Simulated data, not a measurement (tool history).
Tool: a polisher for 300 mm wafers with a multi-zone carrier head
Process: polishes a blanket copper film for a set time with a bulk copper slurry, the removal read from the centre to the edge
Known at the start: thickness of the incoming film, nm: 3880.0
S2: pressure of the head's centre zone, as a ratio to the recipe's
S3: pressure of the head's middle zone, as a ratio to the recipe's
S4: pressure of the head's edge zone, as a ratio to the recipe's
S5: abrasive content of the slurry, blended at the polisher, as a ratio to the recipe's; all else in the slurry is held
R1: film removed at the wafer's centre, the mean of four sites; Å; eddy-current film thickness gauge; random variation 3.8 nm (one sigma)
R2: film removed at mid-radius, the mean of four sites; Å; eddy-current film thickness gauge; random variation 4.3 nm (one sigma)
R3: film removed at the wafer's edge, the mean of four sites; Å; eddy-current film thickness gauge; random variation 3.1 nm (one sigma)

Run 1, hour 0: flow of slurry (ml/min) 285, S2 1, S3 1, S4 1, S5 1, polishing time (s) 69. Result: R1 4452.8 Å, R2 4511.4 Å, R3 4378.4 Å.
Run 2, hour 8.9: flow of slurry (ml/min) 285, S2 1, S3 0.98, S4 0.98, S5 0.9, polishing time (s) 69. Result: R1 4326.2 Å, R2 4274.7 Å, R3 4332.8 Å.
Run 3, hour 13.8: flow of slurry (ml/min) 285, S2 1.02, S3 0.98, S4 0.96, S5 0.85, polishing time (s) 68. Result: R1 4274.1 Å, R2 4138 Å, R3 4155.9 Å.
Run 4, hour 14.7: flow of slurry (ml/min) 285, S2 1.02, S3 0.98, S4 0.9, S5 0.85, polishing time (s) 68. Result: R1 4371.7 Å, R2 4058.7 Å, R3 4110.4 Å.
Run 5, hour 21.4: flow of slurry (ml/min) 285, S2 1.02, S3 0.98, S4 0.9, S5 0.75, polishing time (s) 68. Result: R1 4304.5 Å, R2 4029 Å, R3 3947.5 Å.
Run 6, hour 29.4: flow of slurry (ml/min) 285, S2 1.02, S3 1.01, S4 0.9, S5 0.75, polishing time (s) 68. Result: R1 4191.2 Å, R2 4236.5 Å, R3 3972.8 Å.
Run 7, hour 31.8: flow of slurry (ml/min) 280, S2 1.02, S3 1, S4 0.89, S5 0.7, polishing time (s) 68. Result: R1 4130 Å, R2 4008.5 Å, R3 3933 Å.
Run 8, hour 35.8: flow of slurry (ml/min) 280, S2 1.03, S3 0.99, S4 0.88, S5 0.65, polishing time (s) 68. Result: R1 4173.3 Å, R2 3910.3 Å, R3 3841.8 Å.
Run 9, hour 44.3: flow of slurry (ml/min) 275, S2 1.03, S3 0.98, S4 0.87, S5 0.6, polishing time (s) 68. Result: R1 3989.3 Å, R2 3856.7 Å, R3 3813.7 Å.
Run 10, hour 44.8: flow of slurry (ml/min) 275, S2 1.04, S3 0.97, S4 0.86, S5 0.6, polishing time (s) 68. Result: R1 4071.7 Å, R2 3803.8 Å, R3 3766.8 Å.

Run 11 comes next. What will it give?
Run 11, hour 50.7: flow of slurry (ml/min) 245, S2 1.04, S3 0.89, S4 0.82, S5 0.5, polishing time (s) 68. Result: R1 ?, R2 ?, R3 ?.

R1: 3861.9 Å
R2: 3362.1 Å
R3: 3457.1 Å
